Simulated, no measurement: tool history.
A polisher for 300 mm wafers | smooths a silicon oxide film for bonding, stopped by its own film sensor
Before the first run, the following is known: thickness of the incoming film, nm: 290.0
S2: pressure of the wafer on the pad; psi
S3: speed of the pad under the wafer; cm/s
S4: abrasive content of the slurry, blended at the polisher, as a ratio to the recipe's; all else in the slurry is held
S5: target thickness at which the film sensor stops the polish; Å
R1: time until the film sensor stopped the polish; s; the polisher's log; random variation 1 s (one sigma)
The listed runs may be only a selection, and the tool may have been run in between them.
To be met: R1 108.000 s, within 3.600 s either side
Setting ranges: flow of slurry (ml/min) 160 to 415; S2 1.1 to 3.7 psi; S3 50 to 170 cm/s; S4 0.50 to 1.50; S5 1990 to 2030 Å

{"run": 1, "hour": 0.0, "flow of slurry (ml/min)": 265, "S2": 2.4, "S3": 110, "S4": 1.0, "S5": 2030, "R1": 92.882}
{"run": 2, "hour": 8.9, "flow of slurry (ml/min)": 265, "S2": 2.4, "S3": 110, "S4": 1.0, "S5": 1990, "R1": 97.689}
{"run": 3, "hour": 15.5, "flow of slurry (ml/min)": 265, "S2": 2.0, "S3": 110, "S4": 1.0, "S5": 1990, "R1": 112.96}
{"run": 4, "hour": 16.4, "flow of slurry (ml/min)": 265, "S2": 2.0, "S3": 110, "S4": 0.8, "S5": 1990, "R1": 131.07}
{"run": 5, "hour": 20.6, "flow of slurry (ml/min)": 265, "S2": 2.1, "S3": 110, "S4": 0.8, "S5": 1990, "R1": 126.58}
{"run": 6, "hour": 23.0, "flow of slurry (ml/min)": 265, "S2": 2.2, "S3": 110, "S4": 0.8, "S5": 1990, "R1": 120.75}
{"run": 7, "hour": 31.3, "flow of slurry (ml/min)": 265, "S2": 2.3, "S3": 110, "S4": 0.8, "S5": 1990, "R1": 118.91}
{"run": 8, "hour": 38.9, "flow of slurry (ml/min)": 265, "S2": 2.4, "S3": 110, "S4": 0.8, "S5": 1990, "R1": 113.78}

Below are 4 possible settings for the next run. Only one of them brings all results inside the allowed miss of their targets. Which is it?
{"run": "A", "hour": 46.5, "flow of slurry (ml/min)": 265, "S2": 2.9, "S3": 100, "S4": 0.75, "S5": 2010, "R1": "?"}
{"run": "B", "hour": 46.5, "flow of slurry (ml/min)": 240, "S2": 2.2, "S3": 146, "S4": 0.8, "S5": 1990, "R1": "?"}
{"run": "C", "hour": 46.5, "flow of slurry (ml/min)": 290, "S2": 2.4, "S3": 110, "S4": 0.75, "S5": 2030, "R1": "?"}
{"run": "D", "hour": 46.5, "flow of slurry (ml/min)": 305, "S2": 2.6, "S3": 106, "S4": 0.85, "S5": 2030, "R1": "?"}

move=A R1=107.870
move=B R1=98.619
move=C R1=113.750
move=D R1=98.981
A: in spec on every target
B: moves the result that the last run missed by most past its target, out the other side
C: neither nearer nor further off than the last run
D: moves the result that the last run missed by most past its target, out the other side
Answer: A
